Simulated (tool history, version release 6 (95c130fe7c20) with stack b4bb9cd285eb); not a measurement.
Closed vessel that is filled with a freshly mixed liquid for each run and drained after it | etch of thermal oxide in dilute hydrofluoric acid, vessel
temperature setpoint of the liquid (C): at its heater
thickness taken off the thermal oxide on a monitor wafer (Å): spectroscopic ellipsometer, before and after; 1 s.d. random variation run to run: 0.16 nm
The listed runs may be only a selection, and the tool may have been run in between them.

run,hour,temperature setpoint of the liquid (C),parts of water to one part of 49 % hydrofluoric acid (parts by volume),time in the liquid (s),thickness taken off the thermal oxide on a monitor wafer (Å)
1,0.0,22.0,225,835,145.91
2,7.3,23.0,225,835,150.21
3,8.3,23.5,225,835,155.06
4,15.0,23.5,145,835,262.05
5,19.8,23.5,145,835,259.44
6,23.5,23.0,145,835,255.35
7,27.0,22.5,145,835,249.73
8,34.5,22.0,145,835,245.09
9,41.3,21.5,145,835,243.86

Run 10 comes next. What will it give?
10,45.9,21.0,145,835,?

{"run 10": {"thickness taken off the thermal oxide on a monitor wafer (Å)": 234.32}}
